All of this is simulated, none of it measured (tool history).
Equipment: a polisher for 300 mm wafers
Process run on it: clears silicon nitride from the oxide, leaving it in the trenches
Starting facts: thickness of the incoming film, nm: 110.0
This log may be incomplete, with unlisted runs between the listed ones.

| run | hour | flow of slurry (ml/min) | pressure of the wafer on the pad (kPa) | speed of the pad under the wafer (cm/s) | overpolish time after the end point (s) | time until the end point was called (s) |
|---|---|---|---|---|---|---|
| 1 | 0 | 235 | 16.5 | 108 | 3 | 119.9 |
| 2 | 5.8 | 235 | 17.9 | 108 | 3 | 112.75 |
| 3 | 8.6 | 235 | 20.7 | 108 | 3 | 96.982 |
| 4 | 16.8 | 235 | 21.4 | 108 | 3 | 93.87 |
| 5 | 18.1 | 180 | 21.4 | 108 | 3 | 96.417 |
| 6 | 22.6 | 180 | 24.1 | 108 | 3 | 87.876 |
| 7 | 25.6 | 180 | 24.1 | 108 | 3 | 86.647 |
| 8 | 33 | 180 | 24.1 | 108 | 3 | 84.453 |

Forecast run 9:
| 9 | 41.3 | 180 | 24.8 | 108 | 3 | ? |

Run 9 measured time until the end point was called (s) 83.365.
